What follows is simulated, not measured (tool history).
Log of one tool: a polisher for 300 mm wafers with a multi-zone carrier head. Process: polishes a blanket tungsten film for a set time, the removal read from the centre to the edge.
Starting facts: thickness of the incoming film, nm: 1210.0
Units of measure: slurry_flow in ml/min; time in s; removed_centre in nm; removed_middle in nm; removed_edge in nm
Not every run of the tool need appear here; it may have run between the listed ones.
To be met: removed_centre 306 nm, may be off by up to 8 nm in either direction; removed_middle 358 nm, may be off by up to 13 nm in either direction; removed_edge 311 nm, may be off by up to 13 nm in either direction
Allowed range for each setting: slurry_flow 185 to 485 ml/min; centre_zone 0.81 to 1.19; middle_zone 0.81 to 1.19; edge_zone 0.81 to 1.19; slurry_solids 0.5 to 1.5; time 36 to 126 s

run,day,slurry_flow,centre_zone,middle_zone,edge_zone,slurry_solids,time,removed_centre,removed_middle,removed_edge
1,0,310,1,1,1,1,81,282.95,280.53,281.35
2,0.312,320,1,1.04,1.01,1.05,81,281.45,292.34,286.48
3,0.504,320,1,1.04,1.01,1.05,91,321.45,331.29,325.89
4,0.867,320,1,1.04,1.01,1.05,72,251.38,250.94,255.2
5,1.15,320,1,1.04,1.01,0.9,72,244.76,249.77,252.28
6,1.392,320,1,1.07,1,1,75,256.41,266.69,260.89
7,1.729,375,0.97,1.17,0.99,1.25,89,315.08,362.72,320.73
8,1.933,375,0.97,1.17,0.98,1.25,89,319.04,361.54,323.39

Exactly one of the 5 candidate moves below puts every result within its allowed miss. Which one?
A,2.138,470,0.97,1.19,0.98,1.1,87,?,?,?
B,2.138,335,1.06,1.19,0.95,1.4,89,?,?,?
C,2.138,385,1.07,1.19,0.81,1.25,88,?,?,?
D,2.138,465,0.99,1.06,0.91,1.2,96,?,?,?
E,2.138,425,0.96,1.06,1.16,0.95,97,?,?,?

move,removed_centre,removed_middle,removed_edge
A,309.58,355.68,313.41
B,344.77,367.83,321.96
C,342.04,361.55,296.13
D,351.68,363.54,340.15
E,332.22,352.76,367.33
A: all results land within tolerance of their targets
B: moves away from the targets compared with the last run
C: moves away from the targets compared with the last run
D: moves away from the targets compared with the last run
E: moves away from the targets compared with the last run
A is the move that brings every result within its allowed miss.

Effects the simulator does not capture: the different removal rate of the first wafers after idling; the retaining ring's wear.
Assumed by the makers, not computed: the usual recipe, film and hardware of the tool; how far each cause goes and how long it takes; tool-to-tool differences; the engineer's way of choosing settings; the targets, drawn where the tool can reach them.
